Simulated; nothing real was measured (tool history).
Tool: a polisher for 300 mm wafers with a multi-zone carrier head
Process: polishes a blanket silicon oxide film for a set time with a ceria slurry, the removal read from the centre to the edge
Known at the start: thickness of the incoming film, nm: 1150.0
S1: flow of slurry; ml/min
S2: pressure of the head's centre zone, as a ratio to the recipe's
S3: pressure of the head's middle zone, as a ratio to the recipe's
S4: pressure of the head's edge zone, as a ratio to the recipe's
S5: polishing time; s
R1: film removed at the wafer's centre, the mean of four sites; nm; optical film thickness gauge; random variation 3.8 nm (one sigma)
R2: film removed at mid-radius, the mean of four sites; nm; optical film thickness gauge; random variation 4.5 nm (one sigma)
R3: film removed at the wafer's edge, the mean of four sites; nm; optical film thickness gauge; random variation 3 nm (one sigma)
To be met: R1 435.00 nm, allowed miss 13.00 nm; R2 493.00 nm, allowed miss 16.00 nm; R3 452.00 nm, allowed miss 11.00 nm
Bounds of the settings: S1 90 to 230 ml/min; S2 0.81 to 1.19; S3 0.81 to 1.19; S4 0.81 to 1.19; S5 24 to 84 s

run	hour	S1	S2	S3	S4	S5	R1	R2	R3
1	0.0	150	1.00	1.00	1.00	54	338.81	341.41	332.30
2	4.3	150	1.00	1.00	1.00	65	404.02	414.42	395.99
3	7.2	170	0.99	1.03	1.04	65	403.48	430.18	418.84
4	9.7	185	1.00	1.06	1.04	65	417.51	449.13	414.80
5	11.1	185	1.00	1.14	1.04	65	422.98	476.44	419.71
6	14.2	185	1.00	1.14	0.99	65	423.73	470.33	406.10
7	20.3	190	1.00	1.13	1.03	65	422.61	471.93	419.06
8	28.3	195	1.00	1.13	1.06	65	422.04	475.52	424.50
9	29.7	200	1.00	1.13	1.08	65	424.43	475.40	431.97
10	38.3	205	1.00	1.14	1.10	65	426.79	481.28	433.12
11	43.0	210	1.00	1.14	1.12	65	420.75	482.73	444.02

Which of these 5 next moves meets every target?
A	47.7	215	0.88	1.08	1.14	69	?	?	?
B	47.7	215	0.95	1.07	1.19	66	?	?	?
C	47.7	230	0.90	1.19	1.04	69	?	?	?
D	47.7	210	0.97	1.10	1.19	68	?	?	?
E	47.7	230	0.97	1.11	1.09	67	?	?	?

move	R1	R2	R3
A	397.67	485.43	475.84
B	410.87	460.45	465.49
C	411.24	532.50	456.79
D	430.79	484.08	478.20
E	430.41	486.75	454.54
A: further off than the last run
B: further off than the last run
C: further off than the last run
D: brings the result that was furthest off to its target, and leaves another outside
E: meets every target
Answer: E
